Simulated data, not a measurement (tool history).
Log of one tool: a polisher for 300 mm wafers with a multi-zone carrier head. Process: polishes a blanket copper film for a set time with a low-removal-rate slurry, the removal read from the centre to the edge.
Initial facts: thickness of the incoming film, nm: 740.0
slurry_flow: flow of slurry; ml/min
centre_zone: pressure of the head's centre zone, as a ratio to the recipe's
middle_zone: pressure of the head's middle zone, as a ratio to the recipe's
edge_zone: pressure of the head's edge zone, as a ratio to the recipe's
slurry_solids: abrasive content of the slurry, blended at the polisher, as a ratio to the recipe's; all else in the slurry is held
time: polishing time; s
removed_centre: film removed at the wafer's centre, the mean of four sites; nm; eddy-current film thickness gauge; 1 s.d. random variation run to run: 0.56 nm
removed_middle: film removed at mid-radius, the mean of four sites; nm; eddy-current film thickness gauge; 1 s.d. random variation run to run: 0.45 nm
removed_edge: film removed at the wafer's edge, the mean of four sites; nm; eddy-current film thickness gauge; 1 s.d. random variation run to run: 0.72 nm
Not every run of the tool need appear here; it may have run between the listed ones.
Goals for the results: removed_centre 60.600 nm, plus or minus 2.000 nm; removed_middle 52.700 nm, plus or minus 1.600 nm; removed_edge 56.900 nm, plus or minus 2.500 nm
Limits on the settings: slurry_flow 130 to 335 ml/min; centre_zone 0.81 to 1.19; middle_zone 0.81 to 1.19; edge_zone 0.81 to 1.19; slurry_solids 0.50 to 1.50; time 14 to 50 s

run	hour	slurry_flow	centre_zone	middle_zone	edge_zone	slurry_solids	time	removed_centre	removed_middle	removed_edge
1	0.0	215	1.00	1.00	1.00	1.00	32	70.436	69.856	69.227
2	7.4	210	1.00	0.98	0.98	0.95	32	67.924	67.885	67.975
3	16.2	210	1.01	0.96	0.97	0.90	32	69.132	65.661	68.421
4	18.1	210	1.01	0.96	0.97	0.80	32	66.460	64.987	66.791
5	20.7	210	1.01	0.96	0.97	0.80	27	56.752	54.822	56.793
6	23.1	210	1.01	0.96	0.97	0.90	27	58.362	55.633	55.807
7	28.1	210	1.01	0.95	0.97	0.90	27	56.870	55.669	56.359
8	35.0	210	1.02	0.94	0.97	0.90	27	58.205	54.936	56.719
9	43.2	210	1.03	0.93	0.97	0.90	27	59.217	55.668	57.028
10	44.4	210	1.03	0.92	0.97	0.90	27	58.520	54.571	56.872
11	52.1	210	1.04	0.91	0.97	0.90	27	59.687	54.734	57.407

Which one of the following 5 next-run settings gets every result inside its allowed miss? There is exactly one.
A	59.8	170	1.04	1.09	0.93	0.95	26	?	?	?
B	59.8	245	1.03	0.82	0.91	0.95	27	?	?	?
C	59.8	220	0.88	0.81	0.97	0.70	31	?	?	?
D	59.8	180	0.97	0.98	0.98	0.75	28	?	?	?
E	59.8	240	0.97	0.98	0.81	1.35	24	?	?	?

move	removed_centre	removed_middle	removed_edge
A	55.268	57.254	53.994
B	60.123	53.243	57.968
C	55.133	56.978	64.013
D	53.833	56.165	57.348
E	53.554	55.621	52.720
A: its largest miss is bigger than the last run's
B: every result within its allowed miss
C: its largest miss is bigger than the last run's
D: its largest miss is bigger than the last run's
E: its largest miss is bigger than the last run's
Answer: B
